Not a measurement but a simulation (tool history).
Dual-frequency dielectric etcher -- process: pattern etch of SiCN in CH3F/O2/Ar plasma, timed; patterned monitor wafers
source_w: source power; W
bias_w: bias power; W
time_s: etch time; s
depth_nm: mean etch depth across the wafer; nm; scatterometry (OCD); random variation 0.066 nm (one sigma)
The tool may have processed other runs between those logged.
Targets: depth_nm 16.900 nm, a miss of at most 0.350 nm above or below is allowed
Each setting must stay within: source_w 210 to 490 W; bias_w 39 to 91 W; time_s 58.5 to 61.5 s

| run | hour | source_w | bias_w | time_s | depth_nm |
|---|---|---|---|---|---|
| 1 | 0.0 | 350 | 65 | 58.5 | 19.979 |
| 2 | 1.7 | 330 | 64 | 58.5 | 19.681 |
| 3 | 3.4 | 330 | 64 | 58.5 | 19.582 |
| 4 | 9.7 | 320 | 63 | 58.5 | 19.302 |
| 5 | 13.2 | 320 | 70 | 58.5 | 19.990 |
| 6 | 14.3 | 320 | 70 | 61.5 | 20.988 |
| 7 | 15.3 | 250 | 57 | 60.0 | 18.233 |
| 8 | 24.0 | 250 | 56 | 60.0 | 18.160 |

Which single option among these 4 for the next run brings every result within its allowed miss of target? Just one does.
| A | 32.7 | 250 | 58 | 58.5 | ? |
| B | 32.7 | 260 | 43 | 59.5 | ? |
| C | 32.7 | 230 | 59 | 59.5 | ? |
| D | 32.7 | 230 | 58 | 59.0 | ? |

| move | depth_nm |
|---|---|
| A | 17.857 |
| B | 16.883 |
| C | 17.946 |
| D | 17.707 |
A: gains on the last run, yet a result remains outside its allowed miss
B: in spec on every target
C: gains on the last run, yet a result remains outside its allowed miss
D: gains on the last run, yet a result remains outside its allowed miss
Correct choice: B, which meets every target

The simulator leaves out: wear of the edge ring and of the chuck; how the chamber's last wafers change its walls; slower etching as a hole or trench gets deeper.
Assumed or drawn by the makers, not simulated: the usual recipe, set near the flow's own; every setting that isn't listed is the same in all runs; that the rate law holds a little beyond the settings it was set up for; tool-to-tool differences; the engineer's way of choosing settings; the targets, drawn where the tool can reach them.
